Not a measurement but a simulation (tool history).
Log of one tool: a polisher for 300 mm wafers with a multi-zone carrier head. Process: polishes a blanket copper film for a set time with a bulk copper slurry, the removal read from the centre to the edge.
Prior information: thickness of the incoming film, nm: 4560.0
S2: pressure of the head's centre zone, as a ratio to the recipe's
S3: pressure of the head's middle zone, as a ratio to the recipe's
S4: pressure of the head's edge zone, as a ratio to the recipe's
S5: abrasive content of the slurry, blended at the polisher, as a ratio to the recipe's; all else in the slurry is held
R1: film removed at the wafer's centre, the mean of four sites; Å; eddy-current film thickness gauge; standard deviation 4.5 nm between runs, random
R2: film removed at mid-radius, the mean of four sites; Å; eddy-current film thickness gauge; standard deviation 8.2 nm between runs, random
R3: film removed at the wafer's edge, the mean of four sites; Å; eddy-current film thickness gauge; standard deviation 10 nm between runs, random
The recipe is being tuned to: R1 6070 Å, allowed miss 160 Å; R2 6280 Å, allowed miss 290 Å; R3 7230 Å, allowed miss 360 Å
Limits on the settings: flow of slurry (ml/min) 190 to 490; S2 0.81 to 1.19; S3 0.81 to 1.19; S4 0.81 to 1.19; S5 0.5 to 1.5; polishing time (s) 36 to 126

Run 1, hour 0: flow of slurry (ml/min) 315, S2 1, S3 1, S4 1, S5 1, polishing time (s) 81. Result: R1 9647.2 Å, R2 9705.9 Å, R3 9371.8 Å.
Run 2, hour 8.4: flow of slurry (ml/min) 315, S2 1.05, S3 1, S4 1, S5 1, polishing time (s) 81. Result: R1 10292 Å, R2 9658.5 Å, R3 9157.2 Å.
Run 3, hour 14.9: flow of slurry (ml/min) 370, S2 1.05, S3 1, S4 1, S5 1, polishing time (s) 81. Result: R1 10381 Å, R2 9660.9 Å, R3 9555.3 Å.
Run 4, hour 15.5: flow of slurry (ml/min) 370, S2 1.02, S3 0.98, S4 1, S5 0.95, polishing time (s) 79. Result: R1 9704.6 Å, R2 9133 Å, R3 9186.4 Å.
Run 5, hour 18.4: flow of slurry (ml/min) 370, S2 1.02, S3 0.93, S4 1, S5 0.95, polishing time (s) 79. Result: R1 9644 Å, R2 8676.8 Å, R3 8822.2 Å.
Run 6, hour 22.8: flow of slurry (ml/min) 415, S2 1.02, S3 0.93, S4 1, S5 0.95, polishing time (s) 79. Result: R1 9664.1 Å, R2 9036.1 Å, R3 8888.3 Å.
Run 7, hour 26.2: flow of slurry (ml/min) 405, S2 0.99, S3 0.91, S4 1.02, S5 0.9, polishing time (s) 78. Result: R1 9198.4 Å, R2 8571.2 Å, R3 9269.8 Å.
Run 8, hour 29.6: flow of slurry (ml/min) 405, S2 0.97, S3 0.9, S4 1, S5 0.85, polishing time (s) 76. Result: R1 8627.1 Å, R2 8294.3 Å, R3 8303.3 Å.
At hour 31.8: edge zone pressure recalibrated.
Run 9, hour 31.8: flow of slurry (ml/min) 400, S2 0.95, S3 0.89, S4 1.01, S5 0.8, polishing time (s) 75. Result: R1 8310.1 Å, R2 7778.8 Å, R3 8486.9 Å.
Run 10, hour 35.3: flow of slurry (ml/min) 400, S2 0.93, S3 0.89, S4 1.01, S5 0.75, polishing time (s) 74. Result: R1 7758.6 Å, R2 7732.1 Å, R3 8415 Å.
Run 11, hour 40.5: flow of slurry (ml/min) 390, S2 0.92, S3 0.88, S4 1, S5 0.7, polishing time (s) 73. Result: R1 7633.8 Å, R2 7185.1 Å, R3 8166.3 Å.
Run 12, hour 43.7: flow of slurry (ml/min) 390, S2 0.91, S3 0.88, S4 0.99, S5 0.7, polishing time (s) 72. Result: R1 7369 Å, R2 7309.1 Å, R3 7943.5 Å.
Run 13, hour 48.2: flow of slurry (ml/min) 385, S2 0.9, S3 0.87, S4 0.98, S5 0.65, polishing time (s) 72. Result: R1 7159.1 Å, R2 6994.5 Å, R3 7835.5 Å.
Run 14, hour 52.6: flow of slurry (ml/min) 380, S2 0.89, S3 0.87, S4 0.97, S5 0.65, polishing time (s) 72. Result: R1 7016.7 Å, R2 7062.1 Å, R3 7524.3 Å.
Run 15, hour 54.4: flow of slurry (ml/min) 375, S2 0.88, S3 0.86, S4 0.97, S5 0.65, polishing time (s) 72. Result: R1 6859.3 Å, R2 6900.8 Å, R3 7649 Å.
Run 16, hour 62.5: flow of slurry (ml/min) 365, S2 0.87, S3 0.85, S4 0.97, S5 0.65, polishing time (s) 72. Result: R1 6721.9 Å, R2 6703.7 Å, R3 7646.6 Å.
Run 17, hour 70.9: flow of slurry (ml/min) 355, S2 0.86, S3 0.85, S4 0.96, S5 0.65, polishing time (s) 72. Result: R1 6753.4 Å, R2 6748.6 Å, R3 7612 Å.
Run 18, hour 77: flow of slurry (ml/min) 350, S2 0.85, S3 0.85, S4 0.96, S5 0.65, polishing time (s) 72. Result: R1 6621.3 Å, R2 6748.9 Å, R3 7409.8 Å.

Next run, 5 choices. One meets every target within its allowed miss, the rest don't. Which?
Run A, hour 83.1: flow of slurry (ml/min) 340, S2 0.84, S3 0.85, S4 1, S5 0.75, polishing time (s) 64. Result: R1 ?, R2 ?, R3 ?.
Run B, hour 83.1: flow of slurry (ml/min) 410, S2 0.87, S3 0.81, S4 1.07, S5 0.5, polishing time (s) 67. Result: R1 ?, R2 ?, R3 ?.
Run C, hour 83.1: flow of slurry (ml/min) 345, S2 0.85, S3 0.84, S4 0.92, S5 0.5, polishing time (s) 64. Result: R1 ?, R2 ?, R3 ?.
Run D, hour 83.1: flow of slurry (ml/min) 370, S2 0.83, S3 0.89, S4 1.08, S5 0.5, polishing time (s) 68. Result: R1 ?, R2 ?, R3 ?.
Run E, hour 83.1: flow of slurry (ml/min) 335, S2 0.89, S3 0.98, S4 0.81, S5 0.85, polishing time (s) 63. Result: R1 ?, R2 ?, R3 ?.

move      R1      R2      R3
   A  5960.9  6223.5  7139.6
   B  5988.5  5792.7    7126
   C  5501.7    5621  6257.9
   D  5747.4  6301.5  7212.7
   E    6399  7088.8  6549.2
A: all results land within tolerance of their targets
B: the furthest-off result lands on target, but another misses its tolerance
C: takes the result that was furthest off past its target
D: takes the result that was furthest off past its target
E: nearer the targets than the last run, but a result is still out of spec
Correct choice: A, which meets every target

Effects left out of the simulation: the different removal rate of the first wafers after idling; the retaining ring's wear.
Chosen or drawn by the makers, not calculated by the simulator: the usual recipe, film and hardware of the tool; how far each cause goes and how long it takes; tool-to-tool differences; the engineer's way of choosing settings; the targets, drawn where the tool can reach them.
